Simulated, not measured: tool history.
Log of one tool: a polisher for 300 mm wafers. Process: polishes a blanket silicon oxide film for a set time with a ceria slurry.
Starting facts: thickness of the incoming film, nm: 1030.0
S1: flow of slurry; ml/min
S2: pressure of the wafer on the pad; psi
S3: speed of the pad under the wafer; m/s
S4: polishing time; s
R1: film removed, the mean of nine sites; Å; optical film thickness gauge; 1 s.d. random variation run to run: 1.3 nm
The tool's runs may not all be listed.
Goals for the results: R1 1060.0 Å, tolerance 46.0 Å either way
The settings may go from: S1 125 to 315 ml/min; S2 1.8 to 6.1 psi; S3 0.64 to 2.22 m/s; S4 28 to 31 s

run	hour	S1	S2	S3	S4	R1
1	0.0	205	3.9	1.42	31	2119.3
2	4.2	250	3.9	1.42	31	2187.3
3	6.5	250	3.3	1.34	31	1833.3
4	11.7	245	2.9	1.26	31	1596.1
5	13.3	245	2.6	1.18	31	1417.5
6	19.1	205	2.6	1.18	31	1384.8
7	21.8	205	2.4	1.14	31	1260.5
8	26.9	200	2.2	1.12	31	1190.1
9	32.7	200	2.1	1.12	31	1151.6
10	38.7	200	2.1	1.12	31	1172.0

Exercise: of the 4 proposed moves below, exactly one satisfies all targets within the stated allowed misses. Which move is it?
A	44.7	230	2.8	1.00	30	?
B	44.7	175	1.9	1.52	28	?
C	44.7	140	1.8	1.58	31	?
D	44.7	210	2.3	1.08	28	?

move	R1
A	1205.9
B	1307.0
C	1404.7
D	1068.2
A: its largest miss is bigger than the last run's
B: its largest miss is bigger than the last run's
C: its largest miss is bigger than the last run's
D: all results land within tolerance of their targets
Go with D: it meets all targets.

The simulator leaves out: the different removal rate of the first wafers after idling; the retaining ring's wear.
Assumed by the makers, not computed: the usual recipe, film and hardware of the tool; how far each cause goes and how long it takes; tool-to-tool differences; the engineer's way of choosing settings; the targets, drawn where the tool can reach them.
